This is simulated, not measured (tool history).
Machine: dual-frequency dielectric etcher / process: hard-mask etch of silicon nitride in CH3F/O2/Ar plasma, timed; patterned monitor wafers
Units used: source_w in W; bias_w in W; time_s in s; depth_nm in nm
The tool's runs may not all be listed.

run,hour,source_w,bias_w,time_s,depth_nm
1,0,310,66,136,89.874
2,8,310,74,136,94.916
3,13.9,310,74,125.5,86.413
4,20.9,310,74,136,93.867
5,25.7,360,74,136,102.59
6,27.3,390,74,136,107.15
7,30,330,61,127,84.704
8,32.3,310,60,127,81.218
9,37.4,290,60,127,77.581
10,43.3,280,60,127,76.828
11,44.1,270,60,127,75.028

Expected results for the next run?
12,49.7,260,60,127,?

{"run 12": {"depth_nm": 72.865}}

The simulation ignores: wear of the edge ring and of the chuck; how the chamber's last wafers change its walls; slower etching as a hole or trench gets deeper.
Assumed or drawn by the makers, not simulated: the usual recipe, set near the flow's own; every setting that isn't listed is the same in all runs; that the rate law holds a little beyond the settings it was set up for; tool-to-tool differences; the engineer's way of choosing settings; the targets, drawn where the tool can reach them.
